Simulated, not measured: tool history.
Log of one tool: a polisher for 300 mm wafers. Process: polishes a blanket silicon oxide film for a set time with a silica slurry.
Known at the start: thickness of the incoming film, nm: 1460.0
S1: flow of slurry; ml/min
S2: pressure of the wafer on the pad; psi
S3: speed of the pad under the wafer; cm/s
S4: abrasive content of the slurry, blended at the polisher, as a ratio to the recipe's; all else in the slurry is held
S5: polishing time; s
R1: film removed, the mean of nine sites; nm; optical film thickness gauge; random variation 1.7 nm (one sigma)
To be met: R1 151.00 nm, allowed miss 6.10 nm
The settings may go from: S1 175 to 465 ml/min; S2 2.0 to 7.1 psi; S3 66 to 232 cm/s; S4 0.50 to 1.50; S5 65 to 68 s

run	day	S1	S2	S3	S4	S5	R1
1	0.000	295	4.5	148	1.00	65	221.68
2	0.225	295	5.4	148	1.00	65	265.54
3	0.554	295	5.4	148	0.85	65	245.49
4	0.583	295	5.4	148	0.85	68	261.72
5	0.796	295	4.8	146	0.85	68	230.62
6	0.908	295	4.8	146	0.85	65	224.25
7	1.083	295	4.3	144	0.85	65	197.81
8	1.450	295	4.0	144	0.85	65	179.59
9	1.779	295	3.8	144	0.85	65	176.56
10	1.954	295	3.6	144	0.85	65	168.42
11	2.292	295	3.5	144	0.85	65	165.64
12	2.567	295	3.4	144	0.85	65	158.75
13	2.633	295	3.4	144	0.85	65	158.68

5 next moves are on the table. One of them brings every result within its allowed miss. Which?
A	2.700	330	3.7	102	0.90	66	?
B	2.700	315	3.7	140	0.85	65	?
C	2.700	210	3.0	144	0.80	66	?
D	2.700	280	3.0	130	0.90	65	?
E	2.700	230	3.3	142	0.75	65	?

move	R1
A	152.41
B	173.24
C	136.35
D	140.09
E	141.37
A: meets every target
B: further off than the last run
C: takes the result that was furthest off past its target
D: takes the result that was furthest off past its target
E: takes the result that was furthest off past its target
Move A is the one to make.
